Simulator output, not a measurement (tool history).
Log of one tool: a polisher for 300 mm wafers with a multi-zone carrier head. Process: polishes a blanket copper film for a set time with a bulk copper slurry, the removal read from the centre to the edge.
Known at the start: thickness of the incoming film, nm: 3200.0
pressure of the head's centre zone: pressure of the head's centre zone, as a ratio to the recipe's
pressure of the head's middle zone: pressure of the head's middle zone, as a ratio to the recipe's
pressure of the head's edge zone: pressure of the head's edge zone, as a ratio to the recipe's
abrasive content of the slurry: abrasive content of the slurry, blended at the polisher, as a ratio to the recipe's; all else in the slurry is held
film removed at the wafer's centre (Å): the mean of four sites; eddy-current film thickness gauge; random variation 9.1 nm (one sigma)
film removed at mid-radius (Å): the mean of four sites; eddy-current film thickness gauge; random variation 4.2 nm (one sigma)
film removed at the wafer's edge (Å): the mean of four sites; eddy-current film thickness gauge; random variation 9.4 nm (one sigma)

run	hour	flow of slurry (ml/min)	pressure of the head's centre zone	pressure of the head's middle zone	pressure of the head's edge zone	abrasive content of the slurry	polishing time (s)	film removed at the wafer's centre (Å)	film removed at mid-radius (Å)	film removed at the wafer's edge (Å)
1	0.0	195	1.00	1.00	1.00	1.00	69	8232.7	7865.4	7879.9
2	1.2	160	1.00	1.00	1.00	1.00	69	7788.7	7770.0	7943.2
3	6.2	160	1.00	1.00	1.00	1.00	79	8715.3	8830.2	8829.8
4	12.7	180	1.00	1.00	1.00	1.00	79	9232.4	8809.7	8865.4
5	16.4	160	1.00	1.00	1.00	1.00	79	8890.9	8820.0	8824.9
6	24.1	170	1.00	0.98	0.99	0.90	76	8402.1	8207.2	8537.0
7	31.2	185	1.01	0.97	0.98	0.85	72	8334.5	7685.5	8035.8

Forecast run 8:
8	38.3	190	1.01	0.96	0.96	0.80	70	?	?	?

{"run 8": {"film removed at the wafer's centre (Å)": 8012.8, "film removed at mid-radius (Å)": 7376.0, "film removed at the wafer's edge (Å)": 7801.4}}
